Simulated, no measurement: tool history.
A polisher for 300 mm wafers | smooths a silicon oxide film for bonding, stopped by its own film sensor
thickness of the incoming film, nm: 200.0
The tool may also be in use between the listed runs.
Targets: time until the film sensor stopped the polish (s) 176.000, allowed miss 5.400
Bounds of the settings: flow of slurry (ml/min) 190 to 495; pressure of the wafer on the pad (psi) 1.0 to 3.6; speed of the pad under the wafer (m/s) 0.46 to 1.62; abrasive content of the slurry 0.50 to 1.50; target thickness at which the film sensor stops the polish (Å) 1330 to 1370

run	hour	flow of slurry (ml/min)	pressure of the wafer on the pad (psi)	speed of the pad under the wafer (m/s)	abrasive content of the slurry	target thickness at which the film sensor stops the polish (Å)	time until the film sensor stopped the polish (s)
1	0.0	320	2.3	1.04	1.00	1370	98.895
2	5.1	320	1.9	1.04	1.00	1370	117.250
3	12.3	320	1.6	1.02	1.00	1370	141.020
4	16.8	320	1.5	1.02	1.00	1370	149.720
5	17.5	320	1.4	1.02	1.00	1370	164.350
6	23.2	320	1.8	1.02	1.00	1370	127.660
7	27.3	320	1.6	1.02	1.00	1370	142.380
8	30.8	320	1.5	1.02	1.00	1370	151.170
9	32.5	320	1.4	1.02	1.00	1370	159.230

Which of these 4 next moves meets every target?
A	34.2	270	1.5	1.06	0.90	1330	?
B	34.2	235	1.6	0.76	1.25	1360	?
C	34.2	360	1.4	1.04	0.95	1350	?
D	34.2	330	1.4	1.02	1.00	1370	?

move	time until the film sensor stopped the polish (s)
A	164.450
B	172.270
C	164.570
D	159.840
A: nearer than the last run, and not there yet
B: meets every target
C: nearer than the last run, and not there yet
D: as far off as the last run
Answer: B
